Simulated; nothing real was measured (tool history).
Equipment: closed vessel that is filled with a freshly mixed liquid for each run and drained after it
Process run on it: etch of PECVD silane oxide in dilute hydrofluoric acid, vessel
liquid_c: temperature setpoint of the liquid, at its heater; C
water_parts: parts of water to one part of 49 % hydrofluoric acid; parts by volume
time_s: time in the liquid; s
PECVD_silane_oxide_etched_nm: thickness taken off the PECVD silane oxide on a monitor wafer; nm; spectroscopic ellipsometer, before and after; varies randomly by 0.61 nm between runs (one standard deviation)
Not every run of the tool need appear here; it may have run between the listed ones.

| run | hour | liquid_c | water_parts | time_s | PECVD_silane_oxide_etched_nm |
|---|---|---|---|---|---|
| 1 | 0.0 | 22.0 | 70 | 95 | 28.392 |
| 2 | 8.1 | 23.0 | 65 | 95 | 32.130 |
| 3 | 15.9 | 23.5 | 60 | 95 | 35.803 |
| 4 | 24.0 | 23.5 | 60 | 95 | 36.006 |
| 5 | 29.0 | 23.5 | 70 | 95 | 30.582 |
| 6 | 33.1 | 23.5 | 95 | 95 | 21.975 |
| 7 | 35.4 | 24.0 | 85 | 95 | 24.980 |
| 8 | 38.3 | 28.0 | 55 | 105 | 52.454 |

Run 9 comes next. What will it give?
|  | 43.1 | thermometer replaced |
| 9 | 43.1 | 28.0 | 50 | 105 | ? |

Run 9 measured PECVD_silane_oxide_etched_nm 64.573 nm.

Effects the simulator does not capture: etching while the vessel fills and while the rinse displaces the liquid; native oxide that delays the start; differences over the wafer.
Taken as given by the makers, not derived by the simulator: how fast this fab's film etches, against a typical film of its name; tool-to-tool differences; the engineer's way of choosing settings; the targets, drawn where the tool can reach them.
